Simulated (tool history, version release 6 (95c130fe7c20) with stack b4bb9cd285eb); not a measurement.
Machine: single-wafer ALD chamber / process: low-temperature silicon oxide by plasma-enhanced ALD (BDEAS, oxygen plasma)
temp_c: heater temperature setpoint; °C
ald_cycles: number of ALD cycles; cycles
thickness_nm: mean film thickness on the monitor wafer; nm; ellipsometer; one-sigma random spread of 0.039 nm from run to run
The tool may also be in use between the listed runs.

run 1 hour=0.0 | temp_c=100 ald_cycles=57 | thickness_nm=8.2469
run 2 hour=1.0 | temp_c=100 ald_cycles=61 | thickness_nm=8.7819
run 3 hour=7.4 | temp_c=94 ald_cycles=61 | thickness_nm=9.1094
run 4 hour=8.2 | temp_c=101 ald_cycles=61 | thickness_nm=8.8435
run 5 hour=14.3 | temp_c=101 ald_cycles=64 | thickness_nm=9.1318
run 6 hour=17.6 | temp_c=97 ald_cycles=64 | thickness_nm=9.3183

Run 7, settings as shown, results not yet in. Your forecast:
run 7 hour=20.4 | temp_c=103 ald_cycles=59 | thickness_nm=?

{"run 7": {"thickness_nm": 8.4486}}
